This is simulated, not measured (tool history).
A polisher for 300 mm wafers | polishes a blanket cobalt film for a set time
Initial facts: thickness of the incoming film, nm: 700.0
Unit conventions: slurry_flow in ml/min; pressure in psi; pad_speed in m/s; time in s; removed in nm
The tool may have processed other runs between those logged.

run  hour  slurry_flow  pressure  pad_speed  time  removed
  1   0.0          205       2.4       0.84    28   145.34
  2   8.7          205       2.2       0.84    28   139.04
  3  16.5          205       1.9       0.84    28   117.20
  4  20.8          205       2.4       0.84    28   147.20
  5  22.3          165       2.4       0.84    28   144.66
  6  30.3          165       2.2       0.84    28   130.58
  7  37.9          165       2.1       0.84    28   123.68
  8  41.4          165       2.0       0.84    28   119.25
  9  47.9          165       1.9       0.84    28   112.64

Run 10 comes next. What will it give?
 10  52.8          165       1.8       0.84    28        ?

removed: 110.93 nm
